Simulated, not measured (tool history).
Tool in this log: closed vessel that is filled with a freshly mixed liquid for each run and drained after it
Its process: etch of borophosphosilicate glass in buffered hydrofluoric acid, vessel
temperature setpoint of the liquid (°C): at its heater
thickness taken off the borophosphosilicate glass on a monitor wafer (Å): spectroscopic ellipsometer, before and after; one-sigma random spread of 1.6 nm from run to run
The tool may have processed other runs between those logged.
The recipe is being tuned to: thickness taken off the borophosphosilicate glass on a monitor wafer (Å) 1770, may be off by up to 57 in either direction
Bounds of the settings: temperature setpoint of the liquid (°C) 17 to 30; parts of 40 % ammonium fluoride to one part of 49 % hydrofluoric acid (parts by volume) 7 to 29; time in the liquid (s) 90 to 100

run	hour	temperature setpoint of the liquid (°C)	parts of 40 % ammonium fluoride to one part of 49 % hydrofluoric acid (parts by volume)	time in the liquid (s)	thickness taken off the borophosphosilicate glass on a monitor wafer (Å)
1	0	22	18	90	700.63
2	0.8	24.5	15	90	954.46
3	4.7	26	15	90	1046.3
4	8.7	26	15	100	1163.7
5	13.1	26	17	100	1018.8
6	20.2	26	17	90	921.09
7	28.2	27	14.5	90	1117.6
8	31.4	28	13	90	1318.9
9	33.9	28.5	12	90	1457.6
10	40.3	29	11.5	90	1584.3
11	46.2	29.5	11.5	90	1618.6
12	46.8	30	10	90	1888
13	53.2	29.5	10	90	1843.8
14	59.4	29.5	10	90	1857.8

4 candidate next runs follow, results not yet known. Just one meets every target within its allowed miss. Identify it.
A	65.6	30	12	100	?
B	65.6	29.5	10	95	?
C	65.6	28	8.5	90	?
D	65.6	30	9	95	?

move	thickness taken off the borophosphosilicate glass on a monitor wafer (Å)
A	1766.5
B	1954.7
C	1948.7
D	2145
A: all results land within tolerance of their targets
B: further off than the last run
C: further off than the last run
D: further off than the last run
Correct choice: A, which meets every target

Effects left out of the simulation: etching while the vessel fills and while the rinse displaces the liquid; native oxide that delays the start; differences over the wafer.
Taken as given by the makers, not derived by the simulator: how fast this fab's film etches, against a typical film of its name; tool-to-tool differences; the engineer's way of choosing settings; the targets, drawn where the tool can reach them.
